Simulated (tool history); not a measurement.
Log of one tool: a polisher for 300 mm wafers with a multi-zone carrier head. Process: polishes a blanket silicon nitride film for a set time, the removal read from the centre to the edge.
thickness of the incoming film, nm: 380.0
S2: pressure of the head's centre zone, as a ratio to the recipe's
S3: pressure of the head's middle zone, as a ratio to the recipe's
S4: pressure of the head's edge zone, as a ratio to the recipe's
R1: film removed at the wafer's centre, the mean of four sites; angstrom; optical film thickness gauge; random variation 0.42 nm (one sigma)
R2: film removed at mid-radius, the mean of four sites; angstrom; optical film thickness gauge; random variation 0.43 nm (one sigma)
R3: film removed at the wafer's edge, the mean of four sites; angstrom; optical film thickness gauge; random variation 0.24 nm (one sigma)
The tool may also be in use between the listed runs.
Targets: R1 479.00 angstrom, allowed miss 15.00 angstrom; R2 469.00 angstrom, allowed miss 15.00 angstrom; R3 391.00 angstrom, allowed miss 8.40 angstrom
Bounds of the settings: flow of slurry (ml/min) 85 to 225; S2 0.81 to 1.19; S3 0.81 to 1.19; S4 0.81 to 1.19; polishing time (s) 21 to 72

Run 1, hour 0.0: flow of slurry (ml/min) 145, S2 1.00, S3 1.00, S4 1.00, polishing time (s) 46. Result: R1 721.55 angstrom, R2 727.99 angstrom, R3 705.90 angstrom.
Run 2, hour 1.4: flow of slurry (ml/min) 145, S2 1.00, S3 1.00, S4 1.00, polishing time (s) 37. Result: R1 576.57 angstrom, R2 582.54 angstrom, R3 576.69 angstrom.
Run 3, hour 7.9: flow of slurry (ml/min) 145, S2 1.06, S3 1.00, S4 1.00, polishing time (s) 37. Result: R1 626.88 angstrom, R2 579.81 angstrom, R3 568.26 angstrom.
Run 4, hour 14.1: flow of slurry (ml/min) 135, S2 1.07, S3 1.03, S4 0.94, polishing time (s) 34. Result: R1 565.18 angstrom, R2 545.55 angstrom, R3 503.08 angstrom.
Run 5, hour 14.9: flow of slurry (ml/min) 125, S2 1.09, S3 1.04, S4 0.90, polishing time (s) 32. Result: R1 526.22 angstrom, R2 494.82 angstrom, R3 456.08 angstrom.
Run 6, hour 17.4: flow of slurry (ml/min) 125, S2 1.09, S3 1.04, S4 0.90, polishing time (s) 22. Result: R1 364.24 angstrom, R2 346.95 angstrom, R3 315.79 angstrom.
Run 7, hour 19.9: flow of slurry (ml/min) 150, S2 1.11, S3 1.08, S4 0.95, polishing time (s) 22. Result: R1 386.66 angstrom, R2 368.27 angstrom, R3 338.87 angstrom.
Run 8, hour 20.9: flow of slurry (ml/min) 165, S2 1.13, S3 1.12, S4 0.93, polishing time (s) 23. Result: R1 424.70 angstrom, R2 404.91 angstrom, R3 351.91 angstrom.
Run 9, hour 29.4: flow of slurry (ml/min) 180, S2 1.13, S3 1.14, S4 0.94, polishing time (s) 23. Result: R1 425.27 angstrom, R2 418.04 angstrom, R3 350.84 angstrom.
Run 10, hour 33.2: flow of slurry (ml/min) 190, S2 1.14, S3 1.15, S4 0.96, polishing time (s) 24. Result: R1 454.83 angstrom, R2 449.56 angstrom, R3 374.88 angstrom.
Run 11, hour 39.4: flow of slurry (ml/min) 200, S2 1.14, S3 1.15, S4 0.97, polishing time (s) 24. Result: R1 462.59 angstrom, R2 454.22 angstrom, R3 381.23 angstrom.
Run 12, hour 45.0: flow of slurry (ml/min) 205, S2 1.14, S3 1.15, S4 0.97, polishing time (s) 24. Result: R1 456.36 angstrom, R2 454.82 angstrom, R3 379.54 angstrom.
Run 13, hour 53.9: flow of slurry (ml/min) 210, S2 1.15, S3 1.15, S4 0.98, polishing time (s) 24. Result: R1 463.62 angstrom, R2 452.15 angstrom, R3 379.81 angstrom.
Run 14, hour 57.6: flow of slurry (ml/min) 220, S2 1.16, S3 1.18, S4 1.01, polishing time (s) 25. Result: R1 498.79 angstrom, R2 495.94 angstrom, R3 410.23 angstrom.
Run 15, hour 64.8: flow of slurry (ml/min) 220, S2 1.16, S3 1.18, S4 1.01, polishing time (s) 25. Result: R1 493.37 angstrom, R2 487.63 angstrom, R3 406.90 angstrom.
Run 16, hour 73.0: flow of slurry (ml/min) 220, S2 1.16, S3 1.18, S4 1.01, polishing time (s) 25. Result: R1 500.38 angstrom, R2 485.30 angstrom, R3 413.15 angstrom.
Run 17, hour 77.7: flow of slurry (ml/min) 215, S2 1.16, S3 1.18, S4 1.00, polishing time (s) 25. Result: R1 492.35 angstrom, R2 481.14 angstrom, R3 407.91 angstrom.
Run 18, hour 80.9: flow of slurry (ml/min) 210, S2 1.16, S3 1.17, S4 0.99, polishing time (s) 25. Result: R1 490.42 angstrom, R2 480.86 angstrom, R3 403.70 angstrom.
Run 19, hour 88.0: flow of slurry (ml/min) 205, S2 1.16, S3 1.17, S4 0.98, polishing time (s) 25. Result: R1 489.25 angstrom, R2 482.95 angstrom, R3 397.57 angstrom.

Which of these 4 next moves meets every target?
Run A, hour 95.1: flow of slurry (ml/min) 220, S2 1.09, S3 1.19, S4 1.03, polishing time (s) 25. Result: R1 ?, R2 ?, R3 ?.
Run B, hour 95.1: flow of slurry (ml/min) 205, S2 1.14, S3 1.19, S4 1.03, polishing time (s) 25. Result: R1 ?, R2 ?, R3 ?.
Run C, hour 95.1: flow of slurry (ml/min) 195, S2 1.11, S3 1.11, S4 0.88, polishing time (s) 26. Result: R1 ?, R2 ?, R3 ?.
Run D, hour 95.1: flow of slurry (ml/min) 180, S2 1.06, S3 1.15, S4 0.86, polishing time (s) 28. Result: R1 ?, R2 ?, R3 ?.

move      R1      R2      R3
   A  462.35  495.48  414.44
   B  478.38  490.46  411.37
   C  480.01  476.97  395.44
   D  486.52  522.89  417.23
A: further off than the last run
B: further off than the last run
C: meets every target
D: further off than the last run
Answer: C
